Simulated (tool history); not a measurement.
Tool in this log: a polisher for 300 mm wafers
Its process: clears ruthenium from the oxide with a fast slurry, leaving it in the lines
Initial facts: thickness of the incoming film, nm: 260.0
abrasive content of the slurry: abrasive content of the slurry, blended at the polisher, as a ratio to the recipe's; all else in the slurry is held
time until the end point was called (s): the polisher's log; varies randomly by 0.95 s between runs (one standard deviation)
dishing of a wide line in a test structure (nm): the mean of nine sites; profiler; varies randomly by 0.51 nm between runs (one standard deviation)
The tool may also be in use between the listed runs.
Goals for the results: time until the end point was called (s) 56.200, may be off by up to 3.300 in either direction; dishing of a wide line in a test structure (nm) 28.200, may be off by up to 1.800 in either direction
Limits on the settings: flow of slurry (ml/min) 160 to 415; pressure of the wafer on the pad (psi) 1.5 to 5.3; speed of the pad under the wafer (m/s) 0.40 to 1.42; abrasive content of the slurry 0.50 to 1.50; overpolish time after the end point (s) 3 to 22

run,hour,flow of slurry (ml/min),pressure of the wafer on the pad (psi),speed of the pad under the wafer (m/s),abrasive content of the slurry,overpolish time after the end point (s),time until the end point was called (s),dishing of a wide line in a test structure (nm)
1,0.0,265,3.4,0.90,1.00,11,53.739,36.716
2,2.2,265,3.4,0.90,0.80,11,60.387,34.168
3,5.7,265,2.6,0.90,0.80,11,75.986,27.566
4,11.7,265,2.6,0.90,0.60,11,94.669,23.350
5,15.4,265,3.1,0.92,0.60,10,80.695,25.250
6,24.2,265,3.4,0.94,0.60,9,72.244,25.296
7,31.8,265,3.6,0.94,0.60,9,71.154,26.737
8,39.0,265,3.8,0.96,0.60,8,63.899,25.213

Which of these 4 next moves meets every target?
A,46.2,210,3.8,0.88,0.55,9,?,?
B,46.2,175,4.5,1.00,0.60,8,?,?
C,46.2,220,3.9,0.96,0.55,11,?,?
D,46.2,275,4.2,0.94,0.50,7,?,?

move,time until the end point was called (s),dishing of a wide line in a test structure (nm)
A,76.107,24.060
B,54.847,28.495
C,68.101,30.845
D,68.793,21.218
A: moves away from the targets compared with the last run
B: every result lands within tolerance
C: moves away from the targets compared with the last run
D: moves away from the targets compared with the last run
B meets every target.
